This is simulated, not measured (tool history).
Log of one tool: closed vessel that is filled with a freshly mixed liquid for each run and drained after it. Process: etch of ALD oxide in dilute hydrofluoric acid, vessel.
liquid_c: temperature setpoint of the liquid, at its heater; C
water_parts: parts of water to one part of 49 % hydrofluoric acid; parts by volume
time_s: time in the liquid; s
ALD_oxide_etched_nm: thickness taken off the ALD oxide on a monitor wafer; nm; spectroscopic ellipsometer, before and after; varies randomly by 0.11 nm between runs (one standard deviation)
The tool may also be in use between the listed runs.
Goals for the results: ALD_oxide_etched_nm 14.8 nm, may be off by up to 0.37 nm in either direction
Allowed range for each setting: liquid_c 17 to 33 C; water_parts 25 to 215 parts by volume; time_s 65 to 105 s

{"run": 1, "hour": 0.0, "liquid_c": 25, "water_parts": 120, "time_s": 105, "ALD_oxide_etched_nm": 11.661}
{"run": 2, "hour": 2.5, "liquid_c": 25.5, "water_parts": 120, "time_s": 105, "ALD_oxide_etched_nm": 11.986}
{"run": 3, "hour": 8.6, "liquid_c": 26, "water_parts": 120, "time_s": 105, "ALD_oxide_etched_nm": 12.038}
{"run": 4, "hour": 16.5, "liquid_c": 26.5, "water_parts": 120, "time_s": 105, "ALD_oxide_etched_nm": 12.412}
{"run": 5, "hour": 22.7, "liquid_c": 27, "water_parts": 120, "time_s": 105, "ALD_oxide_etched_nm": 12.644}
{"run": 6, "hour": 28.3, "liquid_c": 27.5, "water_parts": 120, "time_s": 105, "ALD_oxide_etched_nm": 12.824}
{"run": 7, "hour": 33.1, "liquid_c": 28, "water_parts": 120, "time_s": 105, "ALD_oxide_etched_nm": 13.001}
{"run": 8, "hour": 37.9, "liquid_c": 28.5, "water_parts": 120, "time_s": 105, "ALD_oxide_etched_nm": 13.28}
{"run": 9, "hour": 45.0, "liquid_c": 29, "water_parts": 120, "time_s": 105, "ALD_oxide_etched_nm": 13.609}
{"hour": 52.4, "done": "thermometer replaced"}
{"run": 10, "hour": 52.4, "liquid_c": 30, "water_parts": 120, "time_s": 105, "ALD_oxide_etched_nm": 13.659}
{"run": 11, "hour": 60.6, "liquid_c": 30.5, "water_parts": 120, "time_s": 105, "ALD_oxide_etched_nm": 13.964}
{"run": 12, "hour": 67.9, "liquid_c": 31.5, "water_parts": 120, "time_s": 105, "ALD_oxide_etched_nm": 14.208}

Which single option among these 4 for the next run brings every result within its allowed miss of target? Just one does.
{"run": "A", "hour": 75.2, "liquid_c": 32.5, "water_parts": 115, "time_s": 105, "ALD_oxide_etched_nm": "?"}
{"run": "B", "hour": 75.2, "liquid_c": 32.5, "water_parts": 85, "time_s": 65, "ALD_oxide_etched_nm": "?"}
{"run": "C", "hour": 75.2, "liquid_c": 30, "water_parts": 105, "time_s": 105, "ALD_oxide_etched_nm": "?"}
{"run": "D", "hour": 75.2, "liquid_c": 31, "water_parts": 115, "time_s": 105, "ALD_oxide_etched_nm": "?"}

move=A ALD_oxide_etched_nm=15.47
move=B ALD_oxide_etched_nm=13.552
move=C ALD_oxide_etched_nm=15.68
move=D ALD_oxide_etched_nm=14.648
A: takes the biggest miss from the last run beyond its target
B: its largest miss is bigger than the last run's
C: takes the biggest miss from the last run beyond its target
D: each result inside its tolerance
So the answer is move D, the one that meets all the targets.
